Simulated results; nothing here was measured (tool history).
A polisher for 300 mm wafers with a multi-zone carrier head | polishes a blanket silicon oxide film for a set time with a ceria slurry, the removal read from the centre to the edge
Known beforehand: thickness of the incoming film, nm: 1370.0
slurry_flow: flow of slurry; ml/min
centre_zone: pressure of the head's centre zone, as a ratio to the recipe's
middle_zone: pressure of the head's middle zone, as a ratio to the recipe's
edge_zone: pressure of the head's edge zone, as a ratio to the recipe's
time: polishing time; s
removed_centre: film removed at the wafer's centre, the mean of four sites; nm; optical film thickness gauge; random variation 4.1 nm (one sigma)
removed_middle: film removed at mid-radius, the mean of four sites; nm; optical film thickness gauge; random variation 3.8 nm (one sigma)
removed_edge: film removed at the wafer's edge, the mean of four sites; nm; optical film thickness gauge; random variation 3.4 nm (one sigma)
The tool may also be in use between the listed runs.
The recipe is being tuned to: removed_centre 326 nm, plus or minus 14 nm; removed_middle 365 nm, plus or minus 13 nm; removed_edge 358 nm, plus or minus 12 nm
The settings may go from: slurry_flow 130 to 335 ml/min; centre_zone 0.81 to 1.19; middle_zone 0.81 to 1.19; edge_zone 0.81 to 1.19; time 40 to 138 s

Run 1, hour 0: slurry_flow 215 ml/min, centre_zone 1, middle_zone 1, edge_zone 1, time 88 s. Result: removed_centre 236.04 nm, removed_middle 238.06 nm, removed_edge 242.04 nm.
Run 2, hour 3.1: slurry_flow 220 ml/min, centre_zone 1, middle_zone 1.03, edge_zone 1.03, time 95 s. Result: removed_centre 260.58 nm, removed_middle 262.08 nm, removed_edge 261.41 nm.
Run 3, hour 11.4: slurry_flow 220 ml/min, centre_zone 1.04, middle_zone 1.03, edge_zone 1.03, time 95 s. Result: removed_centre 266.08 nm, removed_middle 261.53 nm, removed_edge 265.36 nm.
Run 4, hour 15.3: slurry_flow 220 ml/min, centre_zone 1.01, middle_zone 1.05, edge_zone 1.06, time 102 s. Result: removed_centre 274.66 nm, removed_middle 287.84 nm, removed_edge 286.21 nm.
Run 5, hour 22.9: slurry_flow 225 ml/min, centre_zone 1.01, middle_zone 1.06, edge_zone 1.08, time 106 s. Result: removed_centre 294.64 nm, removed_middle 296.92 nm, removed_edge 306.45 nm.
Run 6, hour 30: slurry_flow 225 ml/min, centre_zone 1.01, middle_zone 1.06, edge_zone 1.11, time 106 s. Result: removed_centre 295.33 nm, removed_middle 300.95 nm, removed_edge 303.42 nm.
Run 7, hour 31.9: slurry_flow 230 ml/min, centre_zone 0.99, middle_zone 1.07, edge_zone 1.11, time 110 s. Result: removed_centre 305.57 nm, removed_middle 316.48 nm, removed_edge 310.55 nm.
Run 8, hour 35.7: slurry_flow 230 ml/min, centre_zone 0.99, middle_zone 1.07, edge_zone 1.11, time 110 s. Result: removed_centre 299.82 nm, removed_middle 311.47 nm, removed_edge 314.85 nm.
Run 9, hour 36.7: slurry_flow 225 ml/min, centre_zone 0.98, middle_zone 1.08, edge_zone 1.11, time 113 s. Result: removed_centre 299.36 nm, removed_middle 322.72 nm, removed_edge 326.47 nm.
Run 10, hour 43.3: slurry_flow 230 ml/min, centre_zone 0.98, middle_zone 1.09, edge_zone 1.11, time 115 s. Result: removed_centre 307.76 nm, removed_middle 329.04 nm, removed_edge 330.08 nm.
Run 11, hour 44.4: slurry_flow 230 ml/min, centre_zone 0.98, middle_zone 1.1, edge_zone 1.11, time 117 s. Result: removed_centre 315.73 nm, removed_middle 332.63 nm, removed_edge 337.89 nm.

Of the 5 settings listed for the next run, only one would bring every result within its allowed miss of target. Which one?
Run A, hour 45.5: slurry_flow 155 ml/min, centre_zone 0.97, middle_zone 1.15, edge_zone 1.11, time 130 s. Result: removed_centre ?, removed_middle ?, removed_edge ?.
Run B, hour 45.5: slurry_flow 330 ml/min, centre_zone 1.05, middle_zone 1.19, edge_zone 1.19, time 111 s. Result: removed_centre ?, removed_middle ?, removed_edge ?.
Run C, hour 45.5: slurry_flow 145 ml/min, centre_zone 1.04, middle_zone 1, edge_zone 1.09, time 118 s. Result: removed_centre ?, removed_middle ?, removed_edge ?.
Run D, hour 45.5: slurry_flow 290 ml/min, centre_zone 1.07, middle_zone 1.19, edge_zone 1.06, time 107 s. Result: removed_centre ?, removed_middle ?, removed_edge ?.
Run E, hour 45.5: slurry_flow 165 ml/min, centre_zone 1.12, middle_zone 0.98, edge_zone 1.06, time 111 s. Result: removed_centre ?, removed_middle ?, removed_edge ?.

move  removed_centre  removed_middle  removed_edge
   A          327.22          362.69        357.15
   B          327.78          343.41        332.44
   C          311.86          299.64        320.44
   D          317.18          327.31        304.99
   E             319          283.38        302.47
A: in spec on every target
B: gains on the last run, yet a result remains outside its allowed miss
C: lands further from the targets than the last run did
D: lands further from the targets than the last run did
E: lands further from the targets than the last run did
The right move is A.
